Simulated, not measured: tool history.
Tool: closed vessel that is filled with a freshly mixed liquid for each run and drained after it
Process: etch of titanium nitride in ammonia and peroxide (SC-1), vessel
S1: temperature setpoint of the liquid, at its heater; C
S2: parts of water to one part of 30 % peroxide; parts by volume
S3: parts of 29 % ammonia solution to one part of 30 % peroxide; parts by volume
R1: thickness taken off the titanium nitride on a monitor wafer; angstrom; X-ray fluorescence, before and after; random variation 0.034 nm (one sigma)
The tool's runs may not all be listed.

run 1 hour=0 | S1=52 S2=7 S3=0.5 time_in_the_liquid_(s)=30 | R1=21.296
run 2 hour=4.2 | S1=45.5 S2=7 S3=0.5 time_in_the_liquid_(s)=30 | R1=13.366
run 3 hour=10.7 | S1=48 S2=7 S3=0.5 time_in_the_liquid_(s)=30 | R1=15.916
run 4 hour=12.5 | S1=50 S2=7 S3=0.5 time_in_the_liquid_(s)=30 | R1=18.268
run 5 hour=15.1 | S1=50 S2=7 S3=0.6 time_in_the_liquid_(s)=30 | R1=18.731
run 6 hour=19.9 | S1=51.5 S2=7 S3=0.6 time_in_the_liquid_(s)=30 | R1=21.21

Run 7 comes next. What will it give?
run 7 hour=24.4 | S1=53 S2=7 S3=0.6 time_in_the_liquid_(s)=30 | R1=?

{"run 7": {"R1": 23.292}}

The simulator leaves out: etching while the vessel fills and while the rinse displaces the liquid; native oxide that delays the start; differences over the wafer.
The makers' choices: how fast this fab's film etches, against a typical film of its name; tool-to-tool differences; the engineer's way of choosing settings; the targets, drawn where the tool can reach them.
